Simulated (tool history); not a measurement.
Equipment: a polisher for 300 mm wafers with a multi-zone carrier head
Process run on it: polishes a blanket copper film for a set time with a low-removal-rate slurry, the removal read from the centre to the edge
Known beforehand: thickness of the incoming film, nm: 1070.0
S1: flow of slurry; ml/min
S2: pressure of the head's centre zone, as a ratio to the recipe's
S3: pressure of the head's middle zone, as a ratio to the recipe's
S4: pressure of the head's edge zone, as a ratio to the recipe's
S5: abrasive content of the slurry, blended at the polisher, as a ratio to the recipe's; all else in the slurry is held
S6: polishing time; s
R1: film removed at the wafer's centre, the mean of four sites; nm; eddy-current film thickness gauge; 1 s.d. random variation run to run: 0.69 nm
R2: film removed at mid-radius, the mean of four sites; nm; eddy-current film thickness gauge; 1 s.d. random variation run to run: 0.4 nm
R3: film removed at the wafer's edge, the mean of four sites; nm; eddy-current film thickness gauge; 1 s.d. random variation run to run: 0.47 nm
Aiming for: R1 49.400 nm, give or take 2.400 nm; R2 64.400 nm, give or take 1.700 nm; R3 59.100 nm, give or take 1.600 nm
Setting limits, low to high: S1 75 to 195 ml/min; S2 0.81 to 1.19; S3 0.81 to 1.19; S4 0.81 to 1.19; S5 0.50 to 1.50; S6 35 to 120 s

run  hour   S1    S2    S3    S4    S5  S6       R1       R2       R3
  1   0.0  125  1.00  1.00  1.00  1.00  77  132.480  130.840  137.400
  2   1.6  110  0.94  1.01  0.94  0.85  64   95.035  103.010  103.220
  3   7.1  105  0.90  1.02  0.91  0.75  56   74.315   86.167   84.805
  4  12.5  100  0.88  1.03  0.88  0.65  52   64.280   75.577   74.024
  5  19.1  100  0.88  1.03  0.88  0.55  52   62.247   71.260   69.221
  6  21.4   95  0.86  1.05  0.86  0.55  51   57.646   70.006   67.550
  7  21.9   95  0.86  1.07  0.85  0.55  50   55.788   70.651   65.217
  8  26.7   90  0.85  1.07  0.84  0.55  49   53.655   67.329   63.709
  9  34.0   90  0.85  1.08  0.83  0.55  49   53.643   67.408   63.329
 10  39.1   80  0.83  1.11  0.81  0.50  46   44.880   59.417   55.498
 11  40.6   85  0.83  1.10  0.81  0.50  46   45.043   60.830   55.860
 12  47.5   90  0.83  1.09  0.82  0.50  46   46.089   61.901   56.063
 13  53.4   90  0.84  1.09  0.83  0.50  46   47.257   62.013   56.942
 14  58.7  110  0.84  1.10  0.85  0.50  46   51.671   66.958   59.260

Of the 5 settings listed for the next run, only one would bring every result within its allowed miss of target. Which one?
  A  64.0  165  0.86  1.16  0.82  0.50  43   ?   ?   ?
  B  64.0  155  0.91  1.11  0.85  0.50  42   ?   ?   ?
  C  64.0  110  0.82  1.16  0.82  0.55  44   ?   ?   ?
  D  64.0  115  0.86  1.15  0.82  0.55  44   ?   ?   ?
  E  64.0  125  0.81  1.07  0.87  0.55  42   ?   ?   ?

move      R1      R2      R3
   A  55.026  71.489  59.309
   B  56.126  66.420  58.260
   C  49.952  68.997  58.811
   D  53.167  69.332  59.329
   E  48.953  63.597  58.878
A: misses by more than the last run did
B: misses by more than the last run did
C: misses by more than the last run did
D: misses by more than the last run did
E: hits every target within its allowed miss
The move that meets every target is E.

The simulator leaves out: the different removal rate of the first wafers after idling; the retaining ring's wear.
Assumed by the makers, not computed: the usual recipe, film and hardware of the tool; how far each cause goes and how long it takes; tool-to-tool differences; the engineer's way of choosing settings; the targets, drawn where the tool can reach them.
